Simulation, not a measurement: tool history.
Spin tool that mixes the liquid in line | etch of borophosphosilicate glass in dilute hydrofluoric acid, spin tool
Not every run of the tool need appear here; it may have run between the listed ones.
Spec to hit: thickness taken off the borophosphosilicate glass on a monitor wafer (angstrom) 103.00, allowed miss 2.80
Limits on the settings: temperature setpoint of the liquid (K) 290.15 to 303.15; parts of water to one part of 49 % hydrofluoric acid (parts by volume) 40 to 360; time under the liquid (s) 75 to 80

| run | hour | temperature setpoint of the liquid (K) | parts of water to one part of 49 % hydrofluoric acid (parts by volume) | time under the liquid (s) | thickness taken off the borophosphosilicate glass on a monitor wafer (angstrom) |
|---|---|---|---|---|---|
| 1 | 0.0 | 295.15 | 200 | 75 | 168.80 |
| 2 | 5.9 | 293.15 | 200 | 75 | 158.90 |
| 3 | 8.1 | 291.65 | 200 | 75 | 148.81 |
| 4 | 11.6 | 291.65 | 200 | 80 | 158.05 |
| 5 | 14.5 | 291.15 | 220 | 80 | 138.96 |
| 6 | 21.7 | 290.65 | 235 | 80 | 125.89 |
| 7 | 28.0 | 290.65 | 245 | 80 | 118.61 |
| 8 | 36.9 | 290.65 | 250 | 80 | 115.96 |
| 9 | 43.1 | 290.65 | 255 | 80 | 113.55 |

Next run, 5 choices. One meets every target within its allowed miss, the rest don't. Which?
| A | 49.3 | 294.65 | 255 | 75 | ? |
| B | 49.3 | 290.65 | 260 | 75 | ? |
| C | 49.3 | 290.15 | 230 | 80 | ? |
| D | 49.3 | 293.65 | 255 | 80 | ? |
| E | 49.3 | 290.15 | 245 | 75 | ? |

| move | thickness taken off the borophosphosilicate glass on a monitor wafer (angstrom) |
|---|---|
| A | 124.87 |
| B | 104.89 |
| C | 127.36 |
| D | 128.35 |
| E | 110.62 |
A: its largest miss is bigger than the last run's
B: every result within its allowed miss
C: its largest miss is bigger than the last run's
D: its largest miss is bigger than the last run's
E: better than the last run, though not everything is in spec
The move that meets every target is B.
